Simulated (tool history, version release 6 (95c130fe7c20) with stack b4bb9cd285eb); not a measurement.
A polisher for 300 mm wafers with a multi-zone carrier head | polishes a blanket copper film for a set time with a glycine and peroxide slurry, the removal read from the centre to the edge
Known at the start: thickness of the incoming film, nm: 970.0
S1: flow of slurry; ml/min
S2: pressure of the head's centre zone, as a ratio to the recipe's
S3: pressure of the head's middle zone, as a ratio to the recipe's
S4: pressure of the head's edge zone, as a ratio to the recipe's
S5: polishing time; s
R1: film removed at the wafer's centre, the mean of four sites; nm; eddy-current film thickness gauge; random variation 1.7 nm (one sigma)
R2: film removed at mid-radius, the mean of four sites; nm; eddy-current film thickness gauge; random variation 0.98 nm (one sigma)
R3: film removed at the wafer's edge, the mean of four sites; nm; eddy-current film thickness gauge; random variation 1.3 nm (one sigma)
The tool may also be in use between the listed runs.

| run | day | S1 | S2 | S3 | S4 | S5 | R1 | R2 | R3 |
|---|---|---|---|---|---|---|---|---|---|
| 1 | 0 | 310 | 1 | 1 | 1 | 48 | 196.9 | 214.4 | 214.82 |
| 2 | 0.142 | 310 | 1 | 1 | 1.04 | 48 | 194.35 | 216.54 | 219.8 |
| 3 | 0.388 | 305 | 0.98 | 0.99 | 1.02 | 47 | 184.39 | 206.54 | 212.88 |
| 4 | 0.45 | 305 | 0.97 | 0.99 | 1 | 46 | 175.45 | 205.71 | 207.38 |
| 5 | 0.742 | 305 | 0.97 | 0.98 | 0.99 | 45 | 175.73 | 198.49 | 202.02 |
| 6 | 0.767 | 360 | 0.97 | 0.98 | 0.99 | 45 | 179.96 | 197.56 | 202.63 |

Run 7 comes next. What will it give?
| 7 | 0.967 | 360 | 0.96 | 0.98 | 0.98 | 44 | ? | ? | ? |

Run 7 gave R1 169.09 nm, R2 196.3 nm, R3 197.2 nm.

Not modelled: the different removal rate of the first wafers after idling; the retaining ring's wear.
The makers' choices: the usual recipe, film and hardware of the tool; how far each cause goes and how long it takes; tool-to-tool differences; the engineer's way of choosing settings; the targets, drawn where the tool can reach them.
